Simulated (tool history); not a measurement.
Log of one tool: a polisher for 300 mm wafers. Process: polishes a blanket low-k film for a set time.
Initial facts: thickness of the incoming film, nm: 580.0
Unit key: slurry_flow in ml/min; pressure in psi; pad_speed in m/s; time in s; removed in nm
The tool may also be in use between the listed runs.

run  hour  slurry_flow  pressure  pad_speed  slurry_solids  time  removed
  1   0.0          125       1.6       0.84            1.0    80   19.651
  2   7.1          125       1.9       0.84            1.0    80   22.863
  3  10.3          120       1.6       0.84            1.0    80   19.452
  4  16.7          120       1.6       0.74            1.0    80   17.632
  5  24.4          135       1.6       0.74            1.0    80   17.760
  6  26.2          135       1.6       0.74            1.0    80   17.733
  7  27.7          135       1.4       0.74            1.0    80   16.036
  8  30.0          130       1.3       0.74            1.0    80   14.780
  9  33.6          125       1.2       0.74            1.0    80   14.009
 10  39.6          120       1.1       0.74            1.0    80   12.702
 11  41.3          110       1.1       0.74            1.0    80   12.766
 12  45.8          105       1.1       0.74            1.0    80   12.648

Run 13 has not been measured yet. What should we expect?
 13  49.5          100       1.1       0.74            1.0    80        ?

removed: 12.658 nm
